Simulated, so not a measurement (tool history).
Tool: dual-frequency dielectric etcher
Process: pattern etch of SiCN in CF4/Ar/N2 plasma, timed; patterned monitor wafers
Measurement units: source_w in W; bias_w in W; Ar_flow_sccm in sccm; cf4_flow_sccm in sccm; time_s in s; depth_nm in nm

run	hour	source_w	bias_w	Ar_flow_sccm	cf4_flow_sccm	time_s	depth_nm
1	0	500	85	104	67	60.5	58.807
2	2.4	510	85	104	67	60.5	59.602
3	3.6	470	85	104	67	60.5	55.746
4	9.7	470	85	104	67	60.5	55.555
5	16.4	470	85	116	67	60.5	55.026
6	20.8	490	86	116	67	60.5	57.461
7	26.2	500	86	116	67	60.5	58.331

Forecast run 8:
8	30.6	510	86	116	67	60.5	?

depth_nm: 59.51 nm

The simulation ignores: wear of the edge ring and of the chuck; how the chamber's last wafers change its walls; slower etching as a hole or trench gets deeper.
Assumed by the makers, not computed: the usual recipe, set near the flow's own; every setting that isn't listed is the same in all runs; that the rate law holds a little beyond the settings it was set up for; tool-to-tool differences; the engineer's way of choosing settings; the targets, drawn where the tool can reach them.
